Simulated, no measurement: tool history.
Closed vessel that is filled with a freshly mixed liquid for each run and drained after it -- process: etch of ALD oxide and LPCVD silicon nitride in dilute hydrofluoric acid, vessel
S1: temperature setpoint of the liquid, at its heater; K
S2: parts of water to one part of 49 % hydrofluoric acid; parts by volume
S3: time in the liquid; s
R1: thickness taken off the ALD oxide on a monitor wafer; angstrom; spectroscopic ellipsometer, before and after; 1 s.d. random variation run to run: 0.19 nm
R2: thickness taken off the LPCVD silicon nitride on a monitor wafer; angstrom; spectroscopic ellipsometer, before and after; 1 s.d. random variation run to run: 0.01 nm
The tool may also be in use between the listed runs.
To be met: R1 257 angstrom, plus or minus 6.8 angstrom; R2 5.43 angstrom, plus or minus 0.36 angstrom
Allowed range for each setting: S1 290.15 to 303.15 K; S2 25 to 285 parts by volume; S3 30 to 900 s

run	hour	S1	S2	S3	R1	R2
1	0	295.15	155	460	496.36	12.462
2	1.9	294.15	165	455	451.73	10.904
3	10.7	293.65	175	455	406.56	9.8199
4	17.8	293.65	175	365	328.6	8.104
5	25.9	294.65	175	365	335.88	8.4164
6	30.7	294.65	175	495	462.19	11.567
7	36.6	294.65	175	495	462.15	11.302
8	39.5	293.65	185	495	416.79	10.31
9	40.2	293.15	190	485	386.84	9.4513
10	42.3	292.65	195	480	359.49	8.6499
11	49.2	292.15	200	475	337.03	8.3959
12	56.7	290.15	205	385	247.21	5.718
13	59.1	290.15	205	380	242.88	5.6209
14	60.4	290.15	200	375	250.7	5.5821

5 candidate next runs follow, results not yet known. Just one meets every target within its allowed miss. Identify it.
A	61.7	290.15	205	365	?	?
B	61.7	290.15	255	520	?	?
C	61.7	290.15	155	285	?	?
D	61.7	291.15	210	375	?	?
E	61.7	290.15	220	435	?	?

move	R1	R2
A	236.78	5.4362
B	259.41	6.2872
C	256.24	5.552
D	245.92	5.8355
E	259.41	6.0554
A: moves away from the targets compared with the last run
B: corrects the largest miss of the last run, while another result sits out of spec
C: all results land within tolerance of their targets
D: moves away from the targets compared with the last run
E: corrects the largest miss of the last run, while another result sits out of spec
Correct choice: C, which meets every target
